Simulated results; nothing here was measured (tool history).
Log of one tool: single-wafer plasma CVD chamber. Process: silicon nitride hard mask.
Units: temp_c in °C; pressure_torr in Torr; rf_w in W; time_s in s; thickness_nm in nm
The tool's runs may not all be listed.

run	hour	temp_c	pressure_torr	rf_w	time_s	thickness_nm
1	0	400	1.24	385	24.2	31.859
2	0.9	400	1.2	380	24.2	31.395
3	6.6	400	1.2	425	24.2	33.682
4	7.3	400	1.16	415	24.2	32.968
5	14.7	400	1.13	405	24.2	32.365
6	22.6	400	1.1	390	24.2	31.355
7	31.5	400	1.07	380	24.2	30.551
8	33.7	400	1.05	375	24.2	30.188
9	40.5	400	1.05	375	24.2	29.941
10	48.8	400	1.03	370	24.2	29.647

Forecast run 11:
11	57.3	400	1.01	365	24.2	?

{"run 11": {"thickness_nm": 29.032}}

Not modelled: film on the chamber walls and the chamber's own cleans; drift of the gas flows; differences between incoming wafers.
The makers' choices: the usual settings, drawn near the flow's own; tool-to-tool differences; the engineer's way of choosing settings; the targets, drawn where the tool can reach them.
